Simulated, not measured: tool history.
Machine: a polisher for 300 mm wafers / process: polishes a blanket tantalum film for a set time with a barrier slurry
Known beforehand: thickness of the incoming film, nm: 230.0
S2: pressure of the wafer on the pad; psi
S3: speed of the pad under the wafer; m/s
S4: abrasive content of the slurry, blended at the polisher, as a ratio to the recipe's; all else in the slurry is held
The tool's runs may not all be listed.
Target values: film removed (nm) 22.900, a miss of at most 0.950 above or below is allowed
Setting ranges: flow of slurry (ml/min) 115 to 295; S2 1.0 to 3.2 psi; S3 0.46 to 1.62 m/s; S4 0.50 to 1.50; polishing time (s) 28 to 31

run 1 hour=0.0 | flow_of_slurry_(ml/min)=190 S2=2.1 S3=1.04 S4=1.00 polishing_time_(s)=31 | film_removed_(nm)=56.582
run 2 hour=6.2 | flow_of_slurry_(ml/min)=190 S2=1.8 S3=0.94 S4=1.00 polishing_time_(s)=31 | film_removed_(nm)=44.002
run 3 hour=13.1 | flow_of_slurry_(ml/min)=190 S2=1.6 S3=0.88 S4=1.00 polishing_time_(s)=31 | film_removed_(nm)=36.606
run 4 hour=18.5 | flow_of_slurry_(ml/min)=150 S2=1.6 S3=0.88 S4=1.00 polishing_time_(s)=31 | film_removed_(nm)=36.249
run 5 hour=20.7 | flow_of_slurry_(ml/min)=170 S2=1.6 S3=0.88 S4=1.00 polishing_time_(s)=31 | film_removed_(nm)=37.093
run 6 hour=22.2 | flow_of_slurry_(ml/min)=170 S2=1.3 S3=0.88 S4=1.00 polishing_time_(s)=31 | film_removed_(nm)=30.210
run 7 hour=27.6 | flow_of_slurry_(ml/min)=170 S2=1.2 S3=0.86 S4=1.00 polishing_time_(s)=31 | film_removed_(nm)=27.269
run 8 hour=34.5 | flow_of_slurry_(ml/min)=165 S2=1.0 S3=0.80 S4=1.00 polishing_time_(s)=31 | film_removed_(nm)=21.239

Exercise: of the 5 proposed moves below, exactly one satisfies all targets within the stated allowed misses. Which move is it?
run A hour=41.4 | flow_of_slurry_(ml/min)=170 S2=1.1 S3=0.64 S4=1.00 polishing_time_(s)=31 | film_removed_(nm)=?
run B hour=41.4 | flow_of_slurry_(ml/min)=145 S2=1.0 S3=0.90 S4=1.00 polishing_time_(s)=28 | film_removed_(nm)=?
run C hour=41.4 | flow_of_slurry_(ml/min)=155 S2=1.0 S3=0.70 S4=1.05 polishing_time_(s)=31 | film_removed_(nm)=?
run D hour=41.4 | flow_of_slurry_(ml/min)=160 S2=1.0 S3=0.82 S4=1.05 polishing_time_(s)=28 | film_removed_(nm)=?
run E hour=41.4 | flow_of_slurry_(ml/min)=205 S2=1.3 S3=0.66 S4=0.95 polishing_time_(s)=31 | film_removed_(nm)=?

move=A film_removed_(nm)=19.238
move=B film_removed_(nm)=21.445
move=C film_removed_(nm)=19.133
move=D film_removed_(nm)=20.221
move=E film_removed_(nm)=23.484
A: misses by more than the last run did
B: gains on the last run, yet a result remains outside its allowed miss
C: misses by more than the last run did
D: misses by more than the last run did
E: each result inside its tolerance
E meets every target.

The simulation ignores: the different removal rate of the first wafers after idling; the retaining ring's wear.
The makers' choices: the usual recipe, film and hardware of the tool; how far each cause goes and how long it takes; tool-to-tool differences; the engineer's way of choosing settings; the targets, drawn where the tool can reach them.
